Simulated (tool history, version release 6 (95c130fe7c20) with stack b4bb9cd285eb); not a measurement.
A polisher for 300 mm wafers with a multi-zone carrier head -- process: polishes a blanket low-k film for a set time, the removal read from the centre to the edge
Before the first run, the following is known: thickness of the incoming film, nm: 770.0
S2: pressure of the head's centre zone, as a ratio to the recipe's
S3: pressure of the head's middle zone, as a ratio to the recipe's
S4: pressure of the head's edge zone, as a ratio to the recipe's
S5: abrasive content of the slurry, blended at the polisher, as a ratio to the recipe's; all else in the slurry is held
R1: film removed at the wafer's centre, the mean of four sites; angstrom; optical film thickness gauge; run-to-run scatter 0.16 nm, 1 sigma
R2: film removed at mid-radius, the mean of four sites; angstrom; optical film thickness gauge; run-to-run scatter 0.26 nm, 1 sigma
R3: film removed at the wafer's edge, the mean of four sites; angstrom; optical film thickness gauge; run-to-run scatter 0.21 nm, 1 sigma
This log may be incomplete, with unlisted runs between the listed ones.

{"run": 1, "hour": 0.0, "flow of slurry (ml/min)": 310, "S2": 1, "S3": 1, "S4": 1, "S5": 1, "polishing time (s)": 43, "R1": 186.04, "R2": 188.42, "R3": 177.15}
{"run": 2, "hour": 7.4, "flow of slurry (ml/min)": 320, "S2": 1.04, "S3": 1.01, "S4": 1.02, "S5": 1.05, "polishing time (s)": 43, "R1": 202.15, "R2": 199.92, "R3": 187.77}
{"run": 3, "hour": 12.7, "flow of slurry (ml/min)": 320, "S2": 1.04, "S3": 1.06, "S4": 1.02, "S5": 1.05, "polishing time (s)": 43, "R1": 201, "R2": 209.46, "R3": 188.2}
{"run": 4, "hour": 16.9, "flow of slurry (ml/min)": 320, "S2": 1.04, "S3": 1.06, "S4": 1.02, "S5": 1.05, "polishing time (s)": 53, "R1": 246.71, "R2": 256.05, "R3": 232.11}
{"run": 5, "hour": 24.6, "flow of slurry (ml/min)": 270, "S2": 1.04, "S3": 1.06, "S4": 1.02, "S5": 1.05, "polishing time (s)": 53, "R1": 243.59, "R2": 250.13, "R3": 230.26}
{"run": 6, "hour": 29.6, "flow of slurry (ml/min)": 265, "S2": 1.05, "S3": 1.03, "S4": 0.98, "S5": 1.05, "polishing time (s)": 53, "R1": 245.73, "R2": 246.56, "R3": 226.04}
{"run": 7, "hour": 32.7, "flow of slurry (ml/min)": 265, "S2": 1.06, "S3": 1, "S4": 0.95, "S5": 1, "polishing time (s)": 53, "R1": 239.65, "R2": 227.18, "R3": 214.63}

Forecast run 8:
{"run": 8, "hour": 41.6, "flow of slurry (ml/min)": 265, "S2": 1.07, "S3": 0.99, "S4": 0.92, "S5": 1, "polishing time (s)": 53, "R1": "?", "R2": "?", "R3": "?"}

R1: 240.36 angstrom
R2: 233.9 angstrom
R3: 215.05 angstrom
